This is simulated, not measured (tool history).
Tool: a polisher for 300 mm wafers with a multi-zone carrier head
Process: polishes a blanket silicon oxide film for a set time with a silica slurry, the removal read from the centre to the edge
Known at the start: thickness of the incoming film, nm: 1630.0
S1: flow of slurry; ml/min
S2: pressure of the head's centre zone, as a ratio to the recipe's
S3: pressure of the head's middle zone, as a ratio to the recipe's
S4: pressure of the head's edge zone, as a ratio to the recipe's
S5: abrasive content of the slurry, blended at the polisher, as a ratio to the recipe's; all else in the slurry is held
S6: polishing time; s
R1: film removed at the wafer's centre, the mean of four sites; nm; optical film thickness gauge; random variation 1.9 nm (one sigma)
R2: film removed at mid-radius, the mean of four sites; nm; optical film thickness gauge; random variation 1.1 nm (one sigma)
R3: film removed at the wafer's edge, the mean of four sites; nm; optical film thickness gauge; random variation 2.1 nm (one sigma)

{"run": 1, "hour": 0.0, "S1": 300, "S2": 1.0, "S3": 1.0, "S4": 1.0, "S5": 1.0, "S6": 76, "R1": 272.04, "R2": 278.61, "R3": 284.26}
{"run": 2, "hour": 7.7, "S1": 300, "S2": 1.0, "S3": 1.0, "S4": 1.0, "S5": 0.95, "S6": 76, "R1": 263.19, "R2": 271.25, "R3": 270.69}
{"run": 3, "hour": 9.6, "S1": 300, "S2": 1.0, "S3": 1.08, "S4": 1.0, "S5": 0.95, "S6": 76, "R1": 256.77, "R2": 284.68, "R3": 270.65}
{"run": 4, "hour": 14.2, "S1": 295, "S2": 0.97, "S3": 1.06, "S4": 0.98, "S5": 0.85, "S6": 71, "R1": 223.42, "R2": 247.27, "R3": 228.55}
{"run": 5, "hour": 22.7, "S1": 285, "S2": 0.93, "S3": 1.04, "S4": 0.99, "S5": 0.75, "S6": 69, "R1": 183.87, "R2": 216.39, "R3": 207.95}
{"run": 6, "hour": 28.5, "S1": 285, "S2": 0.93, "S3": 1.04, "S4": 0.99, "S5": 0.85, "S6": 69, "R1": 206.97, "R2": 235.78, "R3": 227.58}
{"run": 7, "hour": 35.2, "S1": 285, "S2": 0.91, "S3": 1.03, "S4": 0.97, "S5": 0.75, "S6": 68, "R1": 181.69, "R2": 212.88, "R3": 201.25}
{"run": 8, "hour": 41.1, "S1": 280, "S2": 0.89, "S3": 1.01, "S4": 0.95, "S5": 0.7, "S6": 68, "R1": 170.63, "R2": 196.66, "R3": 196.06}
{"run": 9, "hour": 49.0, "S1": 285, "S2": 0.88, "S3": 1.02, "S4": 0.93, "S5": 0.65, "S6": 67, "R1": 155.93, "R2": 185.07, "R3": 173.55}
{"run": 10, "hour": 53.4, "S1": 285, "S2": 0.87, "S3": 1.01, "S4": 0.91, "S5": 0.65, "S6": 67, "R1": 155.34, "R2": 184.23, "R3": 172.75}
{"run": 11, "hour": 59.1, "S1": 285, "S2": 0.86, "S3": 1.0, "S4": 0.89, "S5": 0.65, "S6": 67, "R1": 149.87, "R2": 183.93, "R3": 172.33}
{"run": 12, "hour": 63.3, "S1": 290, "S2": 0.86, "S3": 0.99, "S4": 0.88, "S5": 0.65, "S6": 67, "R1": 151.78, "R2": 181.18, "R3": 165.71}
{"run": 13, "hour": 65.6, "S1": 285, "S2": 0.85, "S3": 0.98, "S4": 0.87, "S5": 0.65, "S6": 67, "R1": 148.85, "R2": 181.84, "R3": 169.38}

The next listed run, before its measurement:
{"run": 14, "hour": 67.6, "S1": 290, "S2": 0.85, "S3": 0.97, "S4": 0.86, "S5": 0.65, "S6": 67, "R1": "?", "R2": "?", "R3": "?"}

Run 14 gave R1 152.50 nm, R2 179.38 nm, R3 171.44 nm.
